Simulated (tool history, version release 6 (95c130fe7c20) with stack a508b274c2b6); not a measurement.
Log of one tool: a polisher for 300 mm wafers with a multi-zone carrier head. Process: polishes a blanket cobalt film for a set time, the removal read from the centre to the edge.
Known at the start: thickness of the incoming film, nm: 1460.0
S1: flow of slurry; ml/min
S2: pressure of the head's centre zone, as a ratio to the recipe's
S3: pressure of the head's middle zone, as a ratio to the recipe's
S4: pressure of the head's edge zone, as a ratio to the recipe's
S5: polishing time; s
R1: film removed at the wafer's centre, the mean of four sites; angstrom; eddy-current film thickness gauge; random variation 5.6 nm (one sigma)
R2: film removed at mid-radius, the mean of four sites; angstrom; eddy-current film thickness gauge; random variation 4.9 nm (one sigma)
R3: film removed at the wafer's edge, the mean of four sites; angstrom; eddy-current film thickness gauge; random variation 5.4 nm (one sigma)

run 1 hour=0.0 | S1=225 S2=1.00 S3=1.00 S4=1.00 S5=81 | R1=2424.0 R2=2737.5 R3=2772.5
run 2 hour=5.1 | S1=235 S2=1.04 S3=1.03 S4=1.02 S5=88 | R1=2804.6 R2=3057.1 R3=3071.9
run 3 hour=8.7 | S1=270 S2=1.04 S3=1.03 S4=1.02 S5=88 | R1=2768.2 R2=3057.8 R3=3170.5
run 4 hour=13.9 | S1=270 S2=0.97 S3=1.03 S4=1.02 S5=88 | R1=2653.6 R2=3105.8 R3=3101.3
run 5 hour=16.7 | S1=265 S2=1.02 S3=1.05 S4=1.01 S5=93 | R1=2884.1 R2=3291.1 R3=3278.2
run 6 hour=18.8 | S1=210 S2=1.02 S3=1.05 S4=1.01 S5=93 | R1=2833.7 R2=3265.2 R3=3213.7
run 7 hour=19.7 | S1=210 S2=1.07 S3=1.07 S4=1.00 S5=97 | R1=3121.9 R2=3407.8 R3=3277.2
run 8 hour=25.3 | S1=210 S2=1.09 S3=1.09 S4=1.02 S5=100 | R1=3261.0 R2=3672.4 R3=3508.1
run 9 hour=31.4 | S1=210 S2=1.12 S3=1.09 S4=1.02 S5=102 | R1=3367.1 R2=3658.7 R3=3459.5

Forecast run 10:
run 10 hour=38.1 | S1=210 S2=1.13 S3=1.09 S4=1.03 S5=104 | R1=? R2=? R3=?

Run 10 gave R1 3435.0 angstrom, R2 3721.5 angstrom, R3 3582.3 angstrom.
